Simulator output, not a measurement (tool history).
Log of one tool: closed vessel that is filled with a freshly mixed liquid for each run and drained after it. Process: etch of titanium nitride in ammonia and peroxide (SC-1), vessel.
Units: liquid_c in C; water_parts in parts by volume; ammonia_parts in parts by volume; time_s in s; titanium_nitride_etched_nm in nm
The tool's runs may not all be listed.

run  hour  liquid_c  water_parts  ammonia_parts  time_s  titanium_nitride_etched_nm
  1     0        56           23            0.8     300                      17.562
  2   6.7        55           23            0.8     300                      16.423
  3   9.7        50           23            0.8     300                      11.671
  4  15.1        44           23            0.8     300                       7.569
  5  24.1      47.5           23            0.8     300                      9.8254
  6  31.6        52           23            0.8     300                      13.283
  7  34.9      51.5           23            0.8     300                       12.91
  8  36.1        51           23            0.8     300                      12.493

Expected results for the next run?
  9  41.8      50.5           23            0.8     300                           ?

titanium_nitride_etched_nm: 12.031 nm
